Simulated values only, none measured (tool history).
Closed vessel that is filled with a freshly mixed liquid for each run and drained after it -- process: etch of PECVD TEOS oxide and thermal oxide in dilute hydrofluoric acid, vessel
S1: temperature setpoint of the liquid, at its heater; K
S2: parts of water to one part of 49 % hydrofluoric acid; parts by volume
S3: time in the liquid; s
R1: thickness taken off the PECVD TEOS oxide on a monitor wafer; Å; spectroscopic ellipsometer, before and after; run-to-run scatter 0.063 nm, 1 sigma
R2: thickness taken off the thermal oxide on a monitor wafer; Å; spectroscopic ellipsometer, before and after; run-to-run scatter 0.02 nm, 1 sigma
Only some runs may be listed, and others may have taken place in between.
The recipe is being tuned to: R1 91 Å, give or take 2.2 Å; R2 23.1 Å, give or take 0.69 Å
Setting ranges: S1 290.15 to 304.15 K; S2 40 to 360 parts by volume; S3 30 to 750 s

| run | hour | S1 | S2 | S3 | R1 | R2 |
|---|---|---|---|---|---|---|
| 1 | 0 | 296.15 | 200 | 380 | 266.79 | 69.896 |
| 2 | 3.9 | 294.15 | 245 | 380 | 195.38 | 50.308 |
| 3 | 5.2 | 294.15 | 245 | 225 | 115.18 | 29.286 |
| 4 | 7.7 | 294.15 | 310 | 225 | 85.847 | 22.169 |
| 5 | 11.6 | 291.65 | 310 | 225 | 78.109 | 20.071 |
| 6 | 17.8 | 292.65 | 310 | 225 | 80.958 | 20.531 |
| 7 | 22.8 | 293.65 | 310 | 225 | 84.889 | 21.579 |
| 8 | 26.3 | 294.15 | 310 | 225 | 86.714 | 21.753 |

Exercise: of the 4 proposed moves below, exactly one satisfies all targets within the stated allowed misses. Which move is it?
| A | 29.8 | 293.65 | 345 | 275 | ? | ? |
| B | 29.8 | 294.15 | 340 | 240 | ? | ? |
| C | 29.8 | 297.15 | 350 | 235 | ? | ? |
| D | 29.8 | 300.65 | 290 | 180 | ? | ? |

| move | R1 | R2 |
|---|---|---|
| A | 90.742 | 23.295 |
| B | 82.177 | 21.096 |
| C | 86.234 | 22.137 |
| D | 95.232 | 24.447 |
A: all results land within tolerance of their targets
B: lands further from the targets than the last run did
C: lands further from the targets than the last run did
D: the result that was furthest off in the last run now lies on the other side of its target
Correct choice: A, which meets every target

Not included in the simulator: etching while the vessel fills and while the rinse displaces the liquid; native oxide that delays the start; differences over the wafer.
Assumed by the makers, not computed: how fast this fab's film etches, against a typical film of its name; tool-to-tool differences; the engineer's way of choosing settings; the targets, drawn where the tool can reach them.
